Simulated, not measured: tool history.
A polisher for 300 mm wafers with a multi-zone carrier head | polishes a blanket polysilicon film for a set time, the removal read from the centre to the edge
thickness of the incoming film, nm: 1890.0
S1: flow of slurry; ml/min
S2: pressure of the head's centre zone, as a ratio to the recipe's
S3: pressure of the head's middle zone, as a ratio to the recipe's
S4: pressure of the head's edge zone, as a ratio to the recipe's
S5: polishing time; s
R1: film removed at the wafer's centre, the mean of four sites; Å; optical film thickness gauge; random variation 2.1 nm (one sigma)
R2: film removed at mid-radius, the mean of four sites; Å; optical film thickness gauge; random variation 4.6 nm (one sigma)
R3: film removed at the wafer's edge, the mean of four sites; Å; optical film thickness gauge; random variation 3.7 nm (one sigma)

run 1 hour=0.0 | S1=165 S2=1.00 S3=1.00 S4=1.00 S5=37 | R1=4037.2 R2=3965.1 R3=4147.4
run 2 hour=3.5 | S1=165 S2=1.00 S3=1.06 S4=1.00 S5=37 | R1=4051.3 R2=4038.5 R3=4010.5
run 3 hour=7.6 | S1=155 S2=0.98 S3=1.07 S4=0.98 S5=35 | R1=3691.9 R2=3930.9 R3=3880.3
run 4 hour=9.6 | S1=195 S2=0.98 S3=1.07 S4=0.98 S5=35 | R1=3853.1 R2=4077.1 R3=3915.3
run 5 hour=13.2 | S1=195 S2=0.98 S3=1.07 S4=0.98 S5=31 | R1=3415.4 R2=3682.9 R3=3492.1
run 6 hour=19.6 | S1=195 S2=0.98 S3=1.11 S4=0.98 S5=31 | R1=3393.0 R2=3702.9 R3=3463.9
run 7 hour=24.0 | S1=185 S2=0.98 S3=1.12 S4=0.97 S5=30 | R1=3207.8 R2=3634.0 R3=3301.6
run 8 hour=25.9 | S1=175 S2=0.98 S3=1.12 S4=0.96 S5=29 | R1=3131.8 R2=3468.0 R3=3157.4
run 9 hour=32.0 | S1=130 S2=0.90 S3=1.11 S4=0.90 S5=28 | R1=2577.5 R2=3078.0 R3=2778.1
run 10 hour=36.9 | S1=135 S2=0.91 S3=1.11 S4=0.90 S5=28 | R1=2611.6 R2=3112.8 R3=2811.3

The next listed run, before its measurement:
run 11 hour=44.0 | S1=140 S2=0.92 S3=1.11 S4=0.90 S5=28 | R1=? R2=? R3=?

R1: 2671.4 Å
R2: 3200.3 Å
R3: 2800.2 Å
